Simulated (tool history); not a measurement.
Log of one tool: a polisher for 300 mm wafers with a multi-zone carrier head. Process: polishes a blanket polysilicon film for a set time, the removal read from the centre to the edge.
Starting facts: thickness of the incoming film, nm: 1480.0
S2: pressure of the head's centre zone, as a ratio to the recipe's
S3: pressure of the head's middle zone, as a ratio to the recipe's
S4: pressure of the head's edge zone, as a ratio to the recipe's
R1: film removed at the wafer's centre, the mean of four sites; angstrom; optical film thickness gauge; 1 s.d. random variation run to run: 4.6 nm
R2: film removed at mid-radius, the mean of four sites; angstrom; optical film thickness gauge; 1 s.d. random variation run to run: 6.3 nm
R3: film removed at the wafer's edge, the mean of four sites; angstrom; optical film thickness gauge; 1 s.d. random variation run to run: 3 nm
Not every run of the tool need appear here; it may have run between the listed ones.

Run 1, hour 0.0: flow of slurry (ml/min) 190, S2 1.00, S3 1.00, S4 1.00, polishing time (s) 49. Result: R1 5749.8 angstrom, R2 5980.4 angstrom, R3 5842.9 angstrom.
Run 2, hour 6.2: flow of slurry (ml/min) 185, S2 1.00, S3 0.98, S4 0.95, polishing time (s) 47. Result: R1 5392.8 angstrom, R2 5597.7 angstrom, R3 5466.5 angstrom.
Run 3, hour 9.0: flow of slurry (ml/min) 180, S2 1.02, S3 0.97, S4 0.91, polishing time (s) 45. Result: R1 5385.3 angstrom, R2 5160.0 angstrom, R3 5057.5 angstrom.
Run 4, hour 10.4: flow of slurry (ml/min) 140, S2 1.02, S3 0.97, S4 0.91, polishing time (s) 45. Result: R1 5057.7 angstrom, R2 5007.4 angstrom, R3 4923.2 angstrom.
Run 5, hour 16.1: flow of slurry (ml/min) 115, S2 1.02, S3 0.97, S4 0.91, polishing time (s) 45. Result: R1 4839.7 angstrom, R2 4711.4 angstrom, R3 4721.9 angstrom.
Run 6, hour 21.5: flow of slurry (ml/min) 115, S2 1.02, S3 0.98, S4 0.90, polishing time (s) 45. Result: R1 4906.3 angstrom, R2 4787.3 angstrom, R3 4754.2 angstrom.
Run 7, hour 26.0: flow of slurry (ml/min) 115, S2 1.02, S3 0.99, S4 0.88, polishing time (s) 45. Result: R1 4845.2 angstrom, R2 4781.6 angstrom, R3 4768.6 angstrom.
Run 8, hour 34.7: flow of slurry (ml/min) 130, S2 1.08, S3 1.05, S4 0.83, polishing time (s) 43. Result: R1 5174.3 angstrom, R2 5022.8 angstrom, R3 4403.7 angstrom.

Run 9 is up next; what results do you expect?
Run 9, hour 37.0: flow of slurry (ml/min) 125, S2 1.07, S3 1.04, S4 0.85, polishing time (s) 43. Result: R1 ?, R2 ?, R3 ?.

R1: 4962.7 angstrom
R2: 4893.5 angstrom
R3: 4406.7 angstrom

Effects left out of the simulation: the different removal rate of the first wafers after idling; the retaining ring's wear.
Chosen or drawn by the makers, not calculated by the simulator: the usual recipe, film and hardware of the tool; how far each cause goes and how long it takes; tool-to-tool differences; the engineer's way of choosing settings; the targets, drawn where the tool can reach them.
